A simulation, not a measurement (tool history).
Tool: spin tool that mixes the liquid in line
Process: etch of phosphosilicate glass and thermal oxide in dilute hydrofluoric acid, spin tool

run  hour  temperature setpoint of the liquid (K)  parts of water to one part of 49 % hydrofluoric acid (parts by volume)  time under the liquid (s)  thickness taken off the phosphosilicate glass on a monitor wafer (nm)  thickness taken off the thermal oxide on a monitor wafer (nm)
  1   0.0                                  297.15                                                                     110                         55                                                                 29.229                                                         2.3044
  2   6.6                                  297.15                                                                     110                         40                                                                 21.173                                                         1.6605
  3  10.8                                  297.15                                                                      80                         40                                                                 30.389                                                         2.3597
  4  17.8                                  298.65                                                                      80                         40                                                                 31.878                                                         2.4859
  5  26.2                                  300.15                                                                      80                         40                                                                 33.930                                                         2.6355
  6  32.3                                  300.15                                                                      55                         40                                                                 51.273                                                         4.0156
  7  38.4                                  299.15                                                                      55                         40                                                                 49.336                                                         3.8333

Forecast run 8:
  8  39.4                                  297.65                                                                      55                         40                                                                      ?                                                              ?

Run 8 gave thickness taken off the phosphosilicate glass on a monitor wafer (nm) 46.704, thickness taken off the thermal oxide on a monitor wafer (nm) 3.5940.

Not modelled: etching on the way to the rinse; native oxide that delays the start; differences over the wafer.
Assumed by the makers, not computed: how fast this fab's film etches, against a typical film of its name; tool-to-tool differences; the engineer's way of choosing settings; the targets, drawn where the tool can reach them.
